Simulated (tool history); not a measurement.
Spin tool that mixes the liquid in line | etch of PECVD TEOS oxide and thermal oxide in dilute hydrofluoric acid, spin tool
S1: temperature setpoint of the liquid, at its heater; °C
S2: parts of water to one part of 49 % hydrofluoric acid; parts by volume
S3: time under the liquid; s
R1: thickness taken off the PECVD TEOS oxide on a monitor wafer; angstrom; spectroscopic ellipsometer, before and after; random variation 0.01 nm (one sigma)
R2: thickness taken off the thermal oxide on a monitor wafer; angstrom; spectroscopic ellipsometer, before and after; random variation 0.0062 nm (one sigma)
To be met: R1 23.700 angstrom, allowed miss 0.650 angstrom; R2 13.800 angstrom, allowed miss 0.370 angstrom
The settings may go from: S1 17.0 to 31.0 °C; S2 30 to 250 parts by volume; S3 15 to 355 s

run	hour	S1	S2	S3	R1	R2
1	0.0	23.0	140	180	97.536	56.472
2	1.5	26.0	140	180	109.420	63.003
3	3.6	26.0	110	180	144.420	83.881
4	11.3	23.0	160	170	78.919	45.958
5	19.5	23.0	205	170	58.671	34.251
6	23.1	23.0	250	170	46.111	26.640
7	25.4	21.0	250	145	36.530	21.156
8	26.8	19.5	250	130	30.802	18.018
9	33.8	17.0	250	95	20.366	12.021
10	40.2	18.0	250	95	21.370	12.499
11	44.9	18.5	250	95	21.636	12.599
12	50.2	18.5	250	95	21.547	12.739
13	54.3	19.0	250	95	22.095	12.887
14	63.4	19.0	250	95	22.075	12.948
15	64.3	19.5	250	95	22.610	13.029

Which of these 4 next moves meets every target?
A	65.2	17.0	225	90	?	?
B	65.2	17.0	250	110	?	?
C	65.2	20.0	210	75	?	?
D	65.2	21.5	235	90	?	?

move	R1	R2
A	21.891	12.769
B	23.555	13.740
C	22.272	12.992
D	24.667	14.389
A: further off than the last run
B: meets every target
C: further off than the last run
D: takes the result that was furthest off past its target
The right move is B.
